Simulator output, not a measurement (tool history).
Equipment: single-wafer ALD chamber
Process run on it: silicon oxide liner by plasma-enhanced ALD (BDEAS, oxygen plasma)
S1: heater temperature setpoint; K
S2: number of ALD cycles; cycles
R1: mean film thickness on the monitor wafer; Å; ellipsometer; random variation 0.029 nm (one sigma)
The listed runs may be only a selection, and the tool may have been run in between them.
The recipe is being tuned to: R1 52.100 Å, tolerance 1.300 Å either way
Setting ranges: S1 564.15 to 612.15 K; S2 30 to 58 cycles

Run 1, hour 0.0: S1 588.15 K, S2 44 cycles. Result: R1 42.394 Å.
Run 2, hour 6.1: S1 588.15 K, S2 40 cycles. Result: R1 38.826 Å.
Run 3, hour 8.4: S1 587.15 K, S2 45 cycles. Result: R1 43.935 Å.
Run 4, hour 10.3: S1 592.15 K, S2 45 cycles. Result: R1 43.717 Å.
Run 5, hour 12.3: S1 592.15 K, S2 48 cycles. Result: R1 46.577 Å.
Run 6, hour 17.0: S1 597.15 K, S2 48 cycles. Result: R1 46.161 Å.
Run 7, hour 23.4: S1 597.15 K, S2 48 cycles. Result: R1 46.583 Å.
Run 8, hour 28.4: S1 597.15 K, S2 50 cycles. Result: R1 48.092 Å.

Below are 5 possible settings for the next run. Only one of them brings all results inside the allowed miss of their targets. Which is it?
Run A, hour 33.4: S1 585.15 K, S2 53 cycles. Result: R1 ?.
Run B, hour 33.4: S1 601.15 K, S2 46 cycles. Result: R1 ?.
Run C, hour 33.4: S1 591.15 K, S2 45 cycles. Result: R1 ?.
Run D, hour 33.4: S1 606.15 K, S2 47 cycles. Result: R1 ?.
Run E, hour 33.4: S1 597.15 K, S2 49 cycles. Result: R1 ?.

move      R1
   A  51.778
   B  44.039
   C  43.632
   D  44.709
   E  47.151
A: hits every target within its allowed miss
B: moves away from the targets compared with the last run
C: moves away from the targets compared with the last run
D: moves away from the targets compared with the last run
E: moves away from the targets compared with the last run
The move that meets every target is A.
